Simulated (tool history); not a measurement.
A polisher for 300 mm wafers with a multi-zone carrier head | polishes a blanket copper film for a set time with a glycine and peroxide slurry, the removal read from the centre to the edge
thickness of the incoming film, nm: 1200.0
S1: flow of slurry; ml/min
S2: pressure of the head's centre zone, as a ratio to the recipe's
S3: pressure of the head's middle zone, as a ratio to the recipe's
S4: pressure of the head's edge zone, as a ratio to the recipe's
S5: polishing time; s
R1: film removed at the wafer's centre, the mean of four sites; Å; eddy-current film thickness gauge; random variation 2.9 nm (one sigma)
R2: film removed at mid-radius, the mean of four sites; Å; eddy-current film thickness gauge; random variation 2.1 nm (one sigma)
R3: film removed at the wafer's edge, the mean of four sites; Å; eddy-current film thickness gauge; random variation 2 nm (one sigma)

run,hour,S1,S2,S3,S4,S5,R1,R2,R3
1,0.0,245,1.00,1.00,1.00,65,2803.1,2694.6,2782.6
2,1.7,245,1.00,1.00,1.00,75,3216.7,3157.2,3241.9
3,9.5,245,1.00,1.05,1.00,75,3222.8,3208.7,3183.2
4,11.7,215,1.00,1.05,1.00,75,3142.9,3214.8,3156.5
5,17.1,215,1.00,1.05,0.97,75,3199.9,3219.2,3088.7
6,22.1,210,0.97,1.04,0.95,70,2910.8,2921.5,2875.9

Run 7 comes next. What will it give?
7,24.4,210,0.97,1.04,0.95,70,?,?,?

Run 7 gave R1 2823.1 Å, R2 2956.3 Å, R3 2922.9 Å.
